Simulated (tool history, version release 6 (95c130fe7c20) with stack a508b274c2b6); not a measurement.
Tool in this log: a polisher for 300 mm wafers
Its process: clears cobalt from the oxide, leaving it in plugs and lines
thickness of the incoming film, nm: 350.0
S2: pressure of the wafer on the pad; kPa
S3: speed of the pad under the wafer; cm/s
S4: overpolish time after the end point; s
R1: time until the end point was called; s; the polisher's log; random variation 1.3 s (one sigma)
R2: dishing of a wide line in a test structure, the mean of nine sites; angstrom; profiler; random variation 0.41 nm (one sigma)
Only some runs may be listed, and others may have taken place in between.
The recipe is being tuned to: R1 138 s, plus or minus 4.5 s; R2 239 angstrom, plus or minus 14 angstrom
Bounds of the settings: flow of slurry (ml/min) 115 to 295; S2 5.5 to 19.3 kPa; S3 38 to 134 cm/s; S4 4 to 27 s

Run 1, day 0: flow of slurry (ml/min) 190, S2 12.4 kPa, S3 86 cm/s, S4 14 s. Result: R1 102.35 s, R2 299.18 angstrom.
Run 2, day 0.329: flow of slurry (ml/min) 190, S2 15.2 kPa, S3 86 cm/s, S4 14 s. Result: R1 86.348 s, R2 320.04 angstrom.
Run 3, day 0.667: flow of slurry (ml/min) 185, S2 13.1 kPa, S3 86 cm/s, S4 13 s. Result: R1 96.247 s, R2 299.08 angstrom.
Run 4, day 1.017: flow of slurry (ml/min) 185, S2 15.2 kPa, S3 86 cm/s, S4 13 s. Result: R1 87.488 s, R2 310.85 angstrom.
Run 5, day 1.267: flow of slurry (ml/min) 185, S2 15.2 kPa, S3 100 cm/s, S4 13 s. Result: R1 74.778 s, R2 332.57 angstrom.
Run 6, day 1.475: flow of slurry (ml/min) 185, S2 15.2 kPa, S3 100 cm/s, S4 11 s. Result: R1 74.235 s, R2 309.24 angstrom.
Run 7, day 1.8: flow of slurry (ml/min) 185, S2 15.2 kPa, S3 100 cm/s, S4 11 s. Result: R1 74.451 s, R2 304.73 angstrom.
Run 8, day 1.892: flow of slurry (ml/min) 180, S2 12.4 kPa, S3 98 cm/s, S4 11 s. Result: R1 89 s, R2 269.87 angstrom.
Run 9, day 2.238: flow of slurry (ml/min) 180, S2 10.3 kPa, S3 96 cm/s, S4 12 s. Result: R1 102.57 s, R2 256.76 angstrom.
Run 10, day 2.325: flow of slurry (ml/min) 180, S2 9 kPa, S3 96 cm/s, S4 13 s. Result: R1 115.65 s, R2 255.91 angstrom.
Run 11, day 2.683: flow of slurry (ml/min) 180, S2 8.3 kPa, S3 96 cm/s, S4 13 s. Result: R1 121.99 s, R2 244.51 angstrom.
Run 12, day 3.058: flow of slurry (ml/min) 180, S2 7.6 kPa, S3 96 cm/s, S4 13 s. Result: R1 129.93 s, R2 230.03 angstrom.

Exercise: of the 5 proposed moves below, exactly one satisfies all targets within the stated allowed misses. Which move is it?
Run A, day 3.433: flow of slurry (ml/min) 210, S2 7.6 kPa, S3 104 cm/s, S4 13 s. Result: R1 ?, R2 ?.
Run B, day 3.433: flow of slurry (ml/min) 205, S2 6.9 kPa, S3 108 cm/s, S4 12 s. Result: R1 ?, R2 ?.
Run C, day 3.433: flow of slurry (ml/min) 150, S2 9 kPa, S3 82 cm/s, S4 14 s. Result: R1 ?, R2 ?.
Run D, day 3.433: flow of slurry (ml/min) 180, S2 8.3 kPa, S3 98 cm/s, S4 11 s. Result: R1 ?, R2 ?.
Run E, day 3.433: flow of slurry (ml/min) 165, S2 8.3 kPa, S3 98 cm/s, S4 13 s. Result: R1 ?, R2 ?.

move      R1      R2
   A  118.37  245.96
   B  121.77  227.66
   C  136.63  234.33
   D  119.69  216.21
   E  120.57  242.79
A: its largest miss is bigger than the last run's
B: its largest miss is bigger than the last run's
C: every result within its allowed miss
D: its largest miss is bigger than the last run's
E: its largest miss is bigger than the last run's
The right move is C.
